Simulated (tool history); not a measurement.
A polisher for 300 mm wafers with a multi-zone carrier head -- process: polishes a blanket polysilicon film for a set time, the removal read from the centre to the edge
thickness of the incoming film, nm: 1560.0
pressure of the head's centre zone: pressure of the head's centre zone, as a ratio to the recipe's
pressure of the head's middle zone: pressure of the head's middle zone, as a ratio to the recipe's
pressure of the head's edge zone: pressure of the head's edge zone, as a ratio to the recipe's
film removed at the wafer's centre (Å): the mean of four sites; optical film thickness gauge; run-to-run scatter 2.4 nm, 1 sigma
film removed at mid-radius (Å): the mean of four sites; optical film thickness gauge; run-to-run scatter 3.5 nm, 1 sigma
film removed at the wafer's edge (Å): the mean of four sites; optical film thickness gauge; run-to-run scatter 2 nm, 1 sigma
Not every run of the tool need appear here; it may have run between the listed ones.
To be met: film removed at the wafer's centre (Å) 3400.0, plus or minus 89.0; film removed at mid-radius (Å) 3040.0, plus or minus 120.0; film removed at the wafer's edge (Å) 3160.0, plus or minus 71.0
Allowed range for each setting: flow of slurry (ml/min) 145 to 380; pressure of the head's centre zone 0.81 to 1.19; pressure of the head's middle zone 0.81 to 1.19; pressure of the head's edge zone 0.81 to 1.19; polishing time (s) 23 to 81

| run | hour | flow of slurry (ml/min) | pressure of the head's centre zone | pressure of the head's middle zone | pressure of the head's edge zone | polishing time (s) | film removed at the wafer's centre (Å) | film removed at mid-radius (Å) | film removed at the wafer's edge (Å) |
|---|---|---|---|---|---|---|---|---|---|
| 1 | 0.0 | 245 | 1.00 | 1.00 | 1.00 | 52 | 4509.0 | 4440.3 | 4643.5 |
| 2 | 0.9 | 195 | 1.00 | 1.00 | 1.00 | 52 | 4374.8 | 4357.2 | 4544.9 |
| 3 | 9.7 | 195 | 1.05 | 1.00 | 1.00 | 52 | 4580.6 | 4311.7 | 4482.3 |
| 4 | 16.7 | 195 | 1.05 | 1.08 | 1.00 | 52 | 4552.7 | 4700.1 | 4481.5 |
| 5 | 22.5 | 195 | 1.05 | 1.05 | 0.98 | 49 | 4273.3 | 4313.5 | 4185.9 |
| 6 | 25.1 | 195 | 1.12 | 1.05 | 0.98 | 49 | 4611.9 | 4363.0 | 4186.6 |
|  | 26.3 | worn pad replaced by a new one |
| 7 | 26.3 | 190 | 1.11 | 1.03 | 0.96 | 47 | 4945.2 | 4566.4 | 4494.5 |
| 8 | 32.5 | 190 | 1.12 | 1.03 | 1.00 | 45 | 4725.0 | 4298.5 | 4337.7 |
| 9 | 34.3 | 190 | 1.12 | 1.03 | 1.00 | 45 | 4718.9 | 4347.6 | 4328.6 |
| 10 | 42.6 | 180 | 1.10 | 1.01 | 0.96 | 41 | 4172.1 | 3884.0 | 3859.8 |
| 11 | 44.8 | 180 | 1.09 | 0.99 | 0.93 | 39 | 3925.9 | 3594.7 | 3611.4 |
| 12 | 48.4 | 180 | 1.08 | 0.97 | 0.91 | 39 | 3911.7 | 3593.1 | 3638.9 |
| 13 | 56.1 | 185 | 1.07 | 0.96 | 0.89 | 38 | 3743.2 | 3462.6 | 3527.9 |
| 14 | 62.0 | 185 | 1.07 | 0.95 | 0.88 | 37 | 3713.8 | 3312.4 | 3373.2 |
| 15 | 65.3 | 185 | 1.06 | 0.94 | 0.87 | 37 | 3624.7 | 3338.5 | 3391.9 |
| 16 | 72.5 | 190 | 1.06 | 0.93 | 0.86 | 36 | 3599.4 | 3235.8 | 3266.4 |
| 17 | 80.3 | 190 | 1.05 | 0.92 | 0.86 | 36 | 3529.1 | 3188.0 | 3259.1 |
| 18 | 83.7 | 190 | 1.05 | 0.91 | 0.85 | 36 | 3504.7 | 3176.2 | 3230.1 |
| 19 | 92.0 | 190 | 1.05 | 0.90 | 0.85 | 36 | 3531.4 | 3167.8 | 3264.9 |
| 20 | 100.1 | 190 | 1.05 | 0.89 | 0.84 | 36 | 3553.1 | 3080.9 | 3249.3 |
| 21 | 101.3 | 190 | 1.05 | 0.89 | 0.84 | 36 | 3587.4 | 3181.6 | 3225.8 |
| 22 | 109.9 | 165 | 1.01 | 0.85 | 0.83 | 36 | 3317.1 | 2897.4 | 3203.7 |

Which one of the following 5 next-run settings gets every result inside its allowed miss? There is exactly one.
| A | 118.5 | 180 | 1.05 | 0.91 | 0.86 | 35 | ? | ? | ? |
| B | 118.5 | 145 | 1.08 | 0.81 | 0.89 | 36 | ? | ? | ? |
| C | 118.5 | 160 | 1.06 | 0.82 | 0.81 | 36 | ? | ? | ? |
| D | 118.5 | 160 | 1.02 | 0.81 | 0.90 | 36 | ? | ? | ? |
| E | 118.5 | 150 | 1.03 | 0.82 | 0.86 | 36 | ? | ? | ? |

| move | film removed at the wafer's centre (Å) | film removed at mid-radius (Å) | film removed at the wafer's edge (Å) |
|---|---|---|---|
| A | 3343.2 | 2953.1 | 3174.0 |
| B | 3353.4 | 2658.0 | 3203.0 |
| C | 3377.6 | 2744.9 | 3139.4 |
| D | 3249.0 | 2720.6 | 3270.4 |
| E | 3227.2 | 2705.0 | 3178.4 |
A: each result inside its tolerance
B: the biggest miss grows against the last run
C: the biggest miss grows against the last run
D: the biggest miss grows against the last run
E: the biggest miss grows against the last run
The move that meets every target is A.
